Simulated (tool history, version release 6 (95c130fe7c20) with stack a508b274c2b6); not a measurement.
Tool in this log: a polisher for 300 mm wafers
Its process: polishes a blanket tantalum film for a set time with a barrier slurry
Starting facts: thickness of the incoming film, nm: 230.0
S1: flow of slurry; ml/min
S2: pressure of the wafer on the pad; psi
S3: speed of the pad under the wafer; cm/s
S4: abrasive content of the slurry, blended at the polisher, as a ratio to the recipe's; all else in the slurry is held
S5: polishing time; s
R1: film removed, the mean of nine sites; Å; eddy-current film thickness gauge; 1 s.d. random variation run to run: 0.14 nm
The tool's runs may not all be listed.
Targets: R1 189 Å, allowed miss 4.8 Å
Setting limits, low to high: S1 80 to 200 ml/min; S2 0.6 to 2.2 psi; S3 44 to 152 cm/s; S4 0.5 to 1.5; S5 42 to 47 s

run,day,S1,S2,S3,S4,S5,R1
1,0,130,1.4,98,1,47,496
2,0.042,125,1.3,92,1,47,438.04
3,0.079,120,1.2,86,1,47,393.16
4,0.392,120,1.5,86,1,47,455.79
5,0.738,120,1.5,86,1,42,406.02
6,1.025,120,1.5,86,1,47,449.13
7,1.375,115,1.3,80,1,47,377.41
8,1.458,110,1.2,76,1,47,333.76
9,1.825,105,1.1,72,1,47,300.89
# day 2.108: slurry blender recalibrated
10,2.108,100,1,70,1,47,283.43
11,2.421,100,0.9,66,1,47,255.52
12,2.771,100,0.8,64,1,47,225.22
13,2.933,100,0.7,62,1,47,206.2
14,3.062,100,0.6,60,1,47,182.99

5 candidate next runs follow, results not yet known. Just one meets every target within its allowed miss. Identify it.
A,3.192,120,0.6,58,1.05,45,?
B,3.192,135,0.8,46,1.1,43,?
C,3.192,90,0.6,64,0.9,46,?
D,3.192,80,1.2,44,1.05,45,?
E,3.192,110,0.8,52,0.95,45,?

move,R1
A,178.99
B,168.18
C,176.83
D,189.29
E,179.81
A: moves away from the targets compared with the last run
B: moves away from the targets compared with the last run
C: moves away from the targets compared with the last run
D: meets every target
E: moves away from the targets compared with the last run
D is the move that brings every result within its allowed miss.
